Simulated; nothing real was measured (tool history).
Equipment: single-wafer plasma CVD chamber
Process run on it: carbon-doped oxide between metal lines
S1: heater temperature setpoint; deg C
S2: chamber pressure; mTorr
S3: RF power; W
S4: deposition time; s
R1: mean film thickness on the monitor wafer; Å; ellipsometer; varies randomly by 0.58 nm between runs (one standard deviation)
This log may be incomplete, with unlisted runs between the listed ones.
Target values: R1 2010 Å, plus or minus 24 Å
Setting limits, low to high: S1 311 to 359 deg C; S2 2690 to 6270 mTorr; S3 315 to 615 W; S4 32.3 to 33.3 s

run 1 day=0 | S1=335 S2=4480 S3=465 S4=32.3 | R1=1702
run 2 day=0.121 | S1=329 S2=4980 S3=480 S4=32.3 | R1=1826.4
run 3 day=0.354 | S1=337 S2=4980 S3=480 S4=32.3 | R1=1764.8
run 4 day=0.692 | S1=330 S2=5250 S3=480 S4=32.3 | R1=1828.3
run 5 day=0.867 | S1=321 S2=5250 S3=480 S4=32.3 | R1=1900.6
-- day=1.154 capacitance manometer re-zeroed and calibrated
run 6 day=1.154 | S1=321 S2=5250 S3=435 S4=32.3 | R1=1709.8
run 7 day=1.471 | S1=318 S2=5490 S3=450 S4=32.3 | R1=1806.2
run 8 day=1.729 | S1=316 S2=5670 S3=460 S4=32.3 | R1=1874.4
run 9 day=1.921 | S1=315 S2=5830 S3=465 S4=32.3 | R1=1909.6
run 10 day=2.146 | S1=315 S2=5830 S3=465 S4=32.3 | R1=1904.7
run 11 day=2.404 | S1=314 S2=5940 S3=470 S4=32.3 | R1=1954.3

5 next moves are on the table. One of them brings every result within its allowed miss. Which?
run A day=2.662 | S1=313 S2=6130 S3=455 S4=32.3 | R1=?
run B day=2.662 | S1=319 S2=6120 S3=450 S4=33.3 | R1=?
run C day=2.662 | S1=313 S2=6120 S3=485 S4=32.3 | R1=?
run D day=2.662 | S1=316 S2=6150 S3=460 S4=32.3 | R1=?
run E day=2.662 | S1=311 S2=5560 S3=475 S4=32.3 | R1=?

move=A R1=1901.1
move=B R1=1881.1
move=C R1=2017.1
move=D R1=1895.1
move=E R1=1975.3
A: lands further from the targets than the last run did
B: lands further from the targets than the last run did
C: every result lands within tolerance
D: lands further from the targets than the last run did
E: gains on the last run, yet a result remains outside its allowed miss
Move C is the one to make.
